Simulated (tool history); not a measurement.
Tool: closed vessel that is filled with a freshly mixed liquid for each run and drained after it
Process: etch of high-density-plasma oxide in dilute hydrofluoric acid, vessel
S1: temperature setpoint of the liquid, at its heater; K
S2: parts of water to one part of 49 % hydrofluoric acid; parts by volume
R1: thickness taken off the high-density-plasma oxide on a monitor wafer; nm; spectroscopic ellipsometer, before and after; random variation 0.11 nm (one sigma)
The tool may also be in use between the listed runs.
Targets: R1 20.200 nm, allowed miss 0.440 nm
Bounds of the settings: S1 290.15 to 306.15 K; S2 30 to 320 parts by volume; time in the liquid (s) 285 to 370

Run 1, hour 0.0: S1 298.15 K, S2 175 parts by volume, time in the liquid (s) 370. Result: R1 10.609 nm.
Run 2, hour 6.5: S1 298.15 K, S2 175 parts by volume, time in the liquid (s) 370. Result: R1 10.544 nm.
Run 3, hour 13.7: S1 298.15 K, S2 175 parts by volume, time in the liquid (s) 370. Result: R1 10.532 nm.
Run 4, hour 21.5: S1 300.65 K, S2 160 parts by volume, time in the liquid (s) 370. Result: R1 13.074 nm.
Run 5, hour 24.0: S1 302.15 K, S2 150 parts by volume, time in the liquid (s) 370. Result: R1 14.623 nm.
Run 6, hour 29.1: S1 303.15 K, S2 140 parts by volume, time in the liquid (s) 370. Result: R1 16.534 nm.
Run 7, hour 30.6: S1 304.15 K, S2 135 parts by volume, time in the liquid (s) 370. Result: R1 17.966 nm.
Run 8, hour 38.1: S1 304.65 K, S2 135 parts by volume, time in the liquid (s) 370. Result: R1 18.381 nm.
Run 9, hour 40.8: S1 305.15 K, S2 135 parts by volume, time in the liquid (s) 370. Result: R1 18.739 nm.
Run 10, hour 48.6: S1 305.65 K, S2 135 parts by volume, time in the liquid (s) 370. Result: R1 18.972 nm.

Which of these 4 next moves meets every target?
Run A, hour 56.4: S1 306.15 K, S2 130 parts by volume, time in the liquid (s) 370. Result: R1 ?.
Run B, hour 56.4: S1 303.65 K, S2 125 parts by volume, time in the liquid (s) 370. Result: R1 ?.
Run C, hour 56.4: S1 306.15 K, S2 135 parts by volume, time in the liquid (s) 370. Result: R1 ?.
Run D, hour 56.4: S1 306.15 K, S2 130 parts by volume, time in the liquid (s) 350. Result: R1 ?.

move      R1
   A  20.132
   B  19.271
   C  19.248
   D  19.044
A: meets every target
B: nearer than the last run, and not there yet
C: nearer than the last run, and not there yet
D: nearer than the last run, and not there yet
Answer: A
